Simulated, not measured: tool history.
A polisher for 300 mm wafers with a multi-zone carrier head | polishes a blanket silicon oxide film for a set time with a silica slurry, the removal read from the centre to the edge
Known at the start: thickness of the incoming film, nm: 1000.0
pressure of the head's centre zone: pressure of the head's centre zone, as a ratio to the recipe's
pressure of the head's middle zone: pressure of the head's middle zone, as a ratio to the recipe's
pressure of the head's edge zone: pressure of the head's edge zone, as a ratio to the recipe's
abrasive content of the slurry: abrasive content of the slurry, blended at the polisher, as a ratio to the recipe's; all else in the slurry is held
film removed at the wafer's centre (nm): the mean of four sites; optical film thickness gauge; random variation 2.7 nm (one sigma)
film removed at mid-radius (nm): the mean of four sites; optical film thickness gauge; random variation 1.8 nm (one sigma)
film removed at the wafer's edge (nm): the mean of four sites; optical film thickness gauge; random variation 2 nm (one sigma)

run  hour  flow of slurry (ml/min)  pressure of the head's centre zone  pressure of the head's middle zone  pressure of the head's edge zone  abrasive content of the slurry  polishing time (s)  film removed at the wafer's centre (nm)  film removed at mid-radius (nm)  film removed at the wafer's edge (nm)
  1   0.0                      170                                1.00                                1.00                              1.00                            1.00                  48                                   135.57                           138.45                                 140.01
  2   3.3                      170                                1.00                                1.00                              0.91                            1.00                  48                                   133.21                           138.83                                 131.27
  3   4.7                      180                                1.02                                1.03                              0.95                            1.10                  48                                   144.99                           149.07                                 144.90
  4  10.6                      180                                1.02                                1.03                              0.95                            1.25                  48                                   153.04                           160.37                                 152.45
  5  13.3                      195                                1.02                                1.03                              0.95                            1.25                  48                                   155.17                           159.93                                 153.82
  6  15.2                      195                                1.04                                1.05                              0.97                            1.30                  49                                   164.79                           168.09                                 162.57
  7  17.9                      240                                1.12                                1.15                              1.07                            1.50                  51                                   206.45                           205.25                                 192.65

Run 8 comes next. What will it give?
  8  21.3                      240                                1.12                                1.15                              1.08                            1.50                  51                                        ?                                ?                                      ?

Run 8 gave film removed at the wafer's centre (nm) 204.27, film removed at mid-radius (nm) 206.92, film removed at the wafer's edge (nm) 193.99.
